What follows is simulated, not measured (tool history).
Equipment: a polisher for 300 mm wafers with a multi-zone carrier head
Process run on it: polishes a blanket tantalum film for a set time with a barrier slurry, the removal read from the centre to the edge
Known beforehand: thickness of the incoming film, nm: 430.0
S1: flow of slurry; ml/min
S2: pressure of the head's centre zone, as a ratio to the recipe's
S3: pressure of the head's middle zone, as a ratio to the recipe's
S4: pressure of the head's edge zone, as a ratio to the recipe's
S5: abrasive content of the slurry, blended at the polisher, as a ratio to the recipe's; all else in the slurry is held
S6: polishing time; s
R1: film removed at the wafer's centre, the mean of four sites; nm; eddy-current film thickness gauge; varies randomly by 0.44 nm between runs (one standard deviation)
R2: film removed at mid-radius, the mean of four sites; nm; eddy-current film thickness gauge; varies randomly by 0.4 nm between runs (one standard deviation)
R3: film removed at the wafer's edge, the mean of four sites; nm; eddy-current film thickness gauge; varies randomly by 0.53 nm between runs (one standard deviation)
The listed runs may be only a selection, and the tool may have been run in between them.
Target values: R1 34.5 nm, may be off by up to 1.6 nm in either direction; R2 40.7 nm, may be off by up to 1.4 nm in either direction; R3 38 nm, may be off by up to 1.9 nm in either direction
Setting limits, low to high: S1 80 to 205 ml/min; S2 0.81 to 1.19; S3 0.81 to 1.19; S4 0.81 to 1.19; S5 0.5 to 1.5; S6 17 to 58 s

run 1 day=0 | S1=135 S2=1 S3=1 S4=1 S5=1 S6=37 | R1=70.818 R2=71.065 R3=69.471
run 2 day=0.154 | S1=130 S2=0.98 S3=1 S4=0.99 S5=0.95 S6=35 | R1=62.511 R2=64.007 R3=63.537
run 3 day=0.325 | S1=130 S2=0.97 S3=1.01 S4=0.97 S5=0.9 S6=34 | R1=60.238 R2=61.2 R3=61.115
run 4 day=0.392 | S1=130 S2=0.96 S3=1.03 S4=0.96 S5=0.85 S6=33 | R1=56.243 R2=60.755 R3=56.829
run 5 day=0.729 | S1=145 S2=0.96 S3=1.03 S4=0.96 S5=0.85 S6=33 | R1=59.584 R2=60.955 R3=57.967
run 6 day=0.767 | S1=145 S2=0.96 S3=1.03 S4=0.96 S5=0.85 S6=36 | R1=61.965 R2=66.495 R3=63.355
run 7 day=0.804 | S1=140 S2=0.95 S3=1.03 S4=0.95 S5=0.8 S6=35 | R1=60.201 R2=64.155 R3=60.576
run 8 day=0.912 | S1=140 S2=0.95 S3=1.03 S4=0.95 S5=0.8 S6=35 | R1=61.526 R2=64.754 R3=61.798
run 9 day=1.238 | S1=135 S2=0.94 S3=1.03 S4=0.95 S5=0.75 S6=33 | R1=54.98 R2=58.412 R3=55.089
run 10 day=1.329 | S1=130 S2=0.93 S3=1.03 S4=0.95 S5=0.7 S6=32 | R1=49.567 R2=55.054 R3=51.548
run 11 day=1.354 | S1=100 S2=0.88 S3=0.95 S4=0.85 S5=0.5 S6=26 | R1=31.625 R2=34.903 R3=33.729
run 12 day=1.388 | S1=105 S2=0.88 S3=0.96 S4=0.86 S5=0.5 S6=26 | R1=32.308 R2=35.65 R3=35.136
run 13 day=1.517 | S1=110 S2=0.88 S3=0.97 S4=0.86 S5=0.5 S6=26 | R1=32.878 R2=36.539 R3=34.011
run 14 day=1.738 | S1=110 S2=0.88 S3=0.98 S4=0.87 S5=0.5 S6=26 | R1=32.571 R2=36.399 R3=34.574
run 15 day=2.062 | S1=115 S2=0.88 S3=0.99 S4=0.88 S5=0.5 S6=26 | R1=32.801 R2=36.935 R3=35.744
run 16 day=2.354 | S1=120 S2=0.88 S3=1 S4=0.88 S5=0.5 S6=26 | R1=33.755 R2=37.725 R3=36.389
run 17 day=2.408 | S1=120 S2=0.88 S3=1.01 S4=0.88 S5=0.5 S6=26 | R1=33.129 R2=37.981 R3=35.244
run 18 day=2.758 | S1=120 S2=0.88 S3=1.01 S4=0.89 S5=0.5 S6=26 | R1=33.504 R2=38.645 R3=35.212
run 19 day=2.817 | S1=120 S2=0.88 S3=1.01 S4=0.9 S5=0.5 S6=26 | R1=32.965 R2=38.688 R3=36.46

Of the 4 settings listed for the next run, only one would bring every result within its allowed miss of target. Which one?
run A day=2.875 | S1=105 S2=0.91 S3=0.96 S4=0.95 S5=0.55 S6=26 | R1=? R2=? R3=?
run B day=2.875 | S1=130 S2=1 S3=1.04 S4=0.81 S5=0.55 S6=24 | R1=? R2=? R3=?
run C day=2.875 | S1=100 S2=0.87 S3=1.01 S4=0.86 S5=0.5 S6=29 | R1=? R2=? R3=?
run D day=2.875 | S1=100 S2=0.83 S3=1.02 S4=0.96 S5=0.55 S6=29 | R1=? R2=? R3=?

move=A R1=35.223 R2=36.862 R3=37.284
move=B R1=38.257 R2=38.549 R3=33.312
move=C R1=35.667 R2=40.826 R3=37.982
move=D R1=35.18 R2=42.574 R3=41.321
A: its largest miss is bigger than the last run's
B: its largest miss is bigger than the last run's
C: all results land within tolerance of their targets
D: moves the result that the last run missed by most past its target, out the other side
The move that meets every target is C.

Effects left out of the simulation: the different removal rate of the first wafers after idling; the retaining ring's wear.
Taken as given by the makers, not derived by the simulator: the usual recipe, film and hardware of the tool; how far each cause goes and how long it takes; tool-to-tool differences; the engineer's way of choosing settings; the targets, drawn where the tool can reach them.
